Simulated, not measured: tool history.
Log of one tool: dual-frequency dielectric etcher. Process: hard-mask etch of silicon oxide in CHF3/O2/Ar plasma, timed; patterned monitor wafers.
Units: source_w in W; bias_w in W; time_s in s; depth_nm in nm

run	day	source_w	bias_w	time_s	depth_nm
1	0.000	740	159	29.5	62.147
2	0.104	670	159	29.5	59.649
3	0.300	700	160	29.5	60.602
4	0.504	700	146	29.5	57.987
5	0.692	740	146	29.5	59.539
6	0.958	740	174	29.5	64.903
7	1.233	750	174	29.5	64.999

The next listed run, before its measurement:
8	1.525	890	177	29.5	?

{"run 8": {"depth_nm": 70.639}}

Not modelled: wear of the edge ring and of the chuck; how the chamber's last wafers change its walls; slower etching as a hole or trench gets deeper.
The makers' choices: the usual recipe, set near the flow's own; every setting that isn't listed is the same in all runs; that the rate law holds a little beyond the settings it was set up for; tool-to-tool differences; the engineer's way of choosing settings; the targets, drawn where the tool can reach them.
